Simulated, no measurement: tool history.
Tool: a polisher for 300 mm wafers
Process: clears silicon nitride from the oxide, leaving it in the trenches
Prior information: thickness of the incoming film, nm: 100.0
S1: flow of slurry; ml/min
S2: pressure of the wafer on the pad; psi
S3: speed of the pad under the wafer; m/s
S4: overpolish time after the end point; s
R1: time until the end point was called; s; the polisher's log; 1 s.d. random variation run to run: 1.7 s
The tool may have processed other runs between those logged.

run 1 hour=0.0 | S1=130 S2=3.1 S3=1.10 S4=8 | R1=74.265
run 2 hour=4.1 | S1=130 S2=3.1 S3=1.36 S4=8 | R1=60.817
run 3 hour=5.0 | S1=105 S2=3.1 S3=1.36 S4=8 | R1=62.211
run 4 hour=8.6 | S1=90 S2=3.1 S3=1.36 S4=8 | R1=64.641
run 5 hour=17.0 | S1=90 S2=3.1 S3=1.36 S4=8 | R1=64.351
run 6 hour=22.5 | S1=90 S2=2.8 S3=1.30 S4=8 | R1=74.665
run 7 hour=28.3 | S1=90 S2=2.6 S3=1.24 S4=8 | R1=83.167
run 8 hour=33.0 | S1=90 S2=2.4 S3=1.20 S4=8 | R1=93.376
run 9 hour=35.7 | S1=90 S2=2.2 S3=1.18 S4=8 | R1=100.750

Forecast run 10:
run 10 hour=44.1 | S1=90 S2=2.1 S3=1.16 S4=8 | R1=?

{"run 10": {"R1": 108.0}}

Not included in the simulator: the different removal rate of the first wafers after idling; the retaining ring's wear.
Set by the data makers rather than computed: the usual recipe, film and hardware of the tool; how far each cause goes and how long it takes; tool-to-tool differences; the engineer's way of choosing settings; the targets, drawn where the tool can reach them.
